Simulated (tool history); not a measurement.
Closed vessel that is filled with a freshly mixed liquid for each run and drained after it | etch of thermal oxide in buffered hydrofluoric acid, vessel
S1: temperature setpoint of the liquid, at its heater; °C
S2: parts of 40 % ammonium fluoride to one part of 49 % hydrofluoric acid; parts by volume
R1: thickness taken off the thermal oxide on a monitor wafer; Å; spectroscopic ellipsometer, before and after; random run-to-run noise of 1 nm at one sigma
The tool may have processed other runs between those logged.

Run 1, hour 0.0: S1 22.0 °C, S2 8.5 parts by volume, time in the liquid (s) 95. Result: R1 1117.50 Å.
Run 2, hour 6.4: S1 22.0 °C, S2 10.5 parts by volume, time in the liquid (s) 95. Result: R1 944.52 Å.
Run 3, hour 10.4: S1 22.0 °C, S2 10.5 parts by volume, time in the liquid (s) 105. Result: R1 1041.00 Å.
Run 4, hour 19.5: S1 22.0 °C, S2 10.5 parts by volume, time in the liquid (s) 95. Result: R1 935.90 Å.
Run 5, hour 22.1: S1 22.0 °C, S2 10.5 parts by volume, time in the liquid (s) 95. Result: R1 944.94 Å.
Run 6, hour 25.9: S1 22.0 °C, S2 9.0 parts by volume, time in the liquid (s) 95. Result: R1 1062.60 Å.
Run 7, hour 28.4: S1 22.0 °C, S2 9.0 parts by volume, time in the liquid (s) 95. Result: R1 1057.10 Å.
Run 8, hour 36.6: S1 24.5 °C, S2 9.0 parts by volume, time in the liquid (s) 95. Result: R1 1206.50 Å.
Run 9, hour 40.7: S1 26.0 °C, S2 9.0 parts by volume, time in the liquid (s) 95. Result: R1 1310.20 Å.
Run 10, hour 47.0: S1 27.0 °C, S2 9.0 parts by volume, time in the liquid (s) 95. Result: R1 1389.00 Å.
Run 11, hour 51.9: S1 27.5 °C, S2 9.0 parts by volume, time in the liquid (s) 95. Result: R1 1425.90 Å.
Run 12, hour 58.3: S1 28.0 °C, S2 9.0 parts by volume, time in the liquid (s) 95. Result: R1 1462.00 Å.

Predict the results of run 13:
Run 13, hour 59.2: S1 28.5 °C, S2 9.0 parts by volume, time in the liquid (s) 95. Result: R1 ?.

For run 13 the tool returned R1 1503.80 Å.

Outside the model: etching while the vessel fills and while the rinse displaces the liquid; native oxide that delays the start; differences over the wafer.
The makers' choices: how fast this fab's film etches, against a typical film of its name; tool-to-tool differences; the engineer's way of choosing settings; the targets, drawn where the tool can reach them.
